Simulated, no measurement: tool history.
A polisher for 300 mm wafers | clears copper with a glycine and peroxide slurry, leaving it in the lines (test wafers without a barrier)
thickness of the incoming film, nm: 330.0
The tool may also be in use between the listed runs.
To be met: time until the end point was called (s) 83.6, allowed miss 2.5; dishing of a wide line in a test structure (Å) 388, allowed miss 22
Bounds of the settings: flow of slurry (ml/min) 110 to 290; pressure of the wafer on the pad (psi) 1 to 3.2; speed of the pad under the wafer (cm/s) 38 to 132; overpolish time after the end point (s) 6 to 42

run  hour  flow of slurry (ml/min)  pressure of the wafer on the pad (psi)  speed of the pad under the wafer (cm/s)  overpolish time after the end point (s)  time until the end point was called (s)  dishing of a wide line in a test structure (Å)
  1     0                      185                                     2.1                                       84                                       21                                   101.37                                          487.66
  2   6.3                      225                                     2.1                                       84                                       21                                   97.965                                          506.87
  3  12.2                      255                                     2.1                                       84                                       21                                    97.36                                          521.28
  4    15                      210                                     2.1                                       84                                       21                                   97.523                                          492.72
  5  20.6                      210                                     2.1                                       96                                       21                                   89.019                                          547.69
  6  28.7                      210                                     2.4                                       96                                       21                                   79.157                                          599.71
  7  37.4                      210                                     2.4                                       96                                       19                                   79.439                                          549.21
  8  44.1                      210                                     2.4                                       96                                       18                                   78.884                                          532.84
  9  48.6                      210                                     2.4                                       96                                       17                                   79.751                                          526.67
 10    52                      210                                     2.4                                       96                                       16                                   79.463                                          483.16
 11  60.2                      210                                     2.4                                       96                                       15                                   78.343                                          464.44
 12  68.3                      205                                     2.4                                       96                                       15                                   80.509                                          462.15
 13  70.1                      205                                     2.4                                       96                                       15                                   80.456                                          468.87
 14    74                      205                                     2.4                                       96                                       14                                   79.534                                          430.89
 15  77.4                      185                                     2.3                                       96                                       12                                   83.509                                          351.01
 16  78.3                      190                                     2.3                                       96                                       12                                   83.566                                          356.69

4 next moves are on the table. One of them brings every result within its allowed miss. Which?
  A  79.2                      190                                     1.9                                      116                                       13                                        ?                                               ?
  B  79.2                      165                                     2.2                                       98                                       10                                        ?                                               ?
  C  79.2                      175                                     2.3                                       98                                       11                                        ?                                               ?
  D  79.2                      230                                     1.9                                      106                                       10                                        ?                                               ?

move  time until the end point was called (s)  dishing of a wide line in a test structure (Å)
   A                                   83.283                                          384.01
   B                                   86.724                                          297.48
   C                                   82.895                                          337.62
   D                                   87.055                                          294.51
A: meets every target
B: further off than the last run
C: further off than the last run
D: further off than the last run
Move A is the one to make.
